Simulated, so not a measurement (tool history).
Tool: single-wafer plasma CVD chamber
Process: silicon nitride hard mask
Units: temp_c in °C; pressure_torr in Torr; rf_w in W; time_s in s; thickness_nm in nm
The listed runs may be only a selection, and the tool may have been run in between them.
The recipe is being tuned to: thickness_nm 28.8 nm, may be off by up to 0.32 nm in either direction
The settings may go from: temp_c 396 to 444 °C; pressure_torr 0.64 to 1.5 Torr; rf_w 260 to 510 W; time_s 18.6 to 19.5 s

run,hour,temp_c,pressure_torr,rf_w,time_s,thickness_nm
1,0,420,1.07,385,19.5,23.484
2,2.7,420,1.2,400,19.5,25.171
3,11.7,420,1.29,405,19.5,26.081
4,19,420,1.36,410,19.5,26.694
5,27.7,420,1.4,420,19.5,27.364
6,34.7,420,1.21,420,19.5,25.875
7,36.9,420,1.3,425,19.5,26.85
8,40.6,420,1.5,430,19.5,28.354

Pick the move, out of 4, that brings all results within their allowed miss; only one does.
A,44.3,416,1.28,510,19.5,?
B,44.3,417,1.47,470,19,?
C,44.3,414,1.48,500,18.7,?
D,44.3,425,1.43,505,19.2,?

move,thickness_nm
A,29.33
B,28.758
C,29.336
D,29.751
A: the result that was furthest off in the last run now lies on the other side of its target
B: hits every target within its allowed miss
C: the result that was furthest off in the last run now lies on the other side of its target
D: the result that was furthest off in the last run now lies on the other side of its target
Go with B: it meets all targets.

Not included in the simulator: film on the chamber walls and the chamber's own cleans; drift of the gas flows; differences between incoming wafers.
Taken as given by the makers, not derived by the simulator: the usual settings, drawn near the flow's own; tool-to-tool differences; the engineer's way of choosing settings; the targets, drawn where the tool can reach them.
